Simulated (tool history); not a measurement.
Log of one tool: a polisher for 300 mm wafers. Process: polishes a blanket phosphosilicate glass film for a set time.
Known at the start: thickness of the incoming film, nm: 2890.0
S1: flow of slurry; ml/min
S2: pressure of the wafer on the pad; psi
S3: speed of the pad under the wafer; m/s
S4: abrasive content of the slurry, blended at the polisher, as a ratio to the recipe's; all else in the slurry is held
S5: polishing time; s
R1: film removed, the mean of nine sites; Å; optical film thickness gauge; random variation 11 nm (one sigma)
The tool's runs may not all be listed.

Run 1, hour 0.0: S1 170 ml/min, S2 3.1 psi, S3 1.02 m/s, S4 1.0, S5 61 s. Result: R1 5105.9 Å.
Run 2, hour 4.5: S1 170 ml/min, S2 3.1 psi, S3 1.22 m/s, S4 1.0, S5 61 s. Result: R1 5749.0 Å.
Run 3, hour 7.5: S1 170 ml/min, S2 3.3 psi, S3 1.22 m/s, S4 1.0, S5 61 s. Result: R1 6135.3 Å.
Run 4, hour 13.9: S1 170 ml/min, S2 3.5 psi, S3 1.22 m/s, S4 1.0, S5 61 s. Result: R1 6565.5 Å.
Run 5, hour 22.0: S1 170 ml/min, S2 3.5 psi, S3 1.22 m/s, S4 1.0, S5 61 s. Result: R1 6455.7 Å.
Run 6, hour 29.6: S1 170 ml/min, S2 3.7 psi, S3 1.22 m/s, S4 1.0, S5 61 s. Result: R1 6921.2 Å.

Run 7 comes next. What will it give?
Run 7, hour 33.2: S1 170 ml/min, S2 3.8 psi, S3 1.22 m/s, S4 1.0, S5 61 s. Result: R1 ?.

{"run 7": {"R1": 7103.0}}
